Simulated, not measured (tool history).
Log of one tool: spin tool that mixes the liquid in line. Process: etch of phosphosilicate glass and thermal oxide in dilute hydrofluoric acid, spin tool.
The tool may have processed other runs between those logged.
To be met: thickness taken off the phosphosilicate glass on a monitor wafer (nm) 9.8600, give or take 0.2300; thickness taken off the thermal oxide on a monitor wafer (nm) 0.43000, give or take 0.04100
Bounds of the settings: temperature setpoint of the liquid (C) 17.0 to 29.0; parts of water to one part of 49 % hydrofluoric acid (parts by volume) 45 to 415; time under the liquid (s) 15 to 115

run,hour,temperature setpoint of the liquid (C),parts of water to one part of 49 % hydrofluoric acid (parts by volume),time under the liquid (s),thickness taken off the phosphosilicate glass on a monitor wafer (nm),thickness taken off the thermal oxide on a monitor wafer (nm)
1,0.0,21.0,230,60,21.6550,0.92635
2,6.8,20.5,250,60,19.0050,0.88221
3,10.3,21.0,270,60,17.5230,0.78732
4,17.9,20.5,285,60,16.3700,0.72987
# hour 22.0: thermometer replaced
5,22.0,20.0,300,60,14.1930,0.63086
6,27.6,19.5,305,60,13.7940,0.58755
7,31.0,19.5,305,60,13.8020,0.58587
8,39.2,19.5,315,60,13.3130,0.59112
9,42.9,19.0,320,60,12.7750,0.57648
10,45.5,19.0,325,60,12.4790,0.53477

Below are 4 possible settings for the next run. Only one of them brings all results inside the allowed miss of their targets. Which is it?
A,48.1,22.5,345,45,?,?
B,48.1,17.0,325,45,?,?
C,48.1,21.5,350,65,?,?
D,48.1,19.5,360,45,?,?

move,thickness taken off the phosphosilicate glass on a monitor wafer (nm),thickness taken off the thermal oxide on a monitor wafer (nm)
A,9.7378,0.42746
B,8.6298,0.37882
C,13.3320,0.58524
D,8.2909,0.36395
A: each result inside its tolerance
B: carries the result that was furthest off beyond its target, to the other side
C: its largest miss is bigger than the last run's
D: carries the result that was furthest off beyond its target, to the other side
A is the move that brings every result within its allowed miss.

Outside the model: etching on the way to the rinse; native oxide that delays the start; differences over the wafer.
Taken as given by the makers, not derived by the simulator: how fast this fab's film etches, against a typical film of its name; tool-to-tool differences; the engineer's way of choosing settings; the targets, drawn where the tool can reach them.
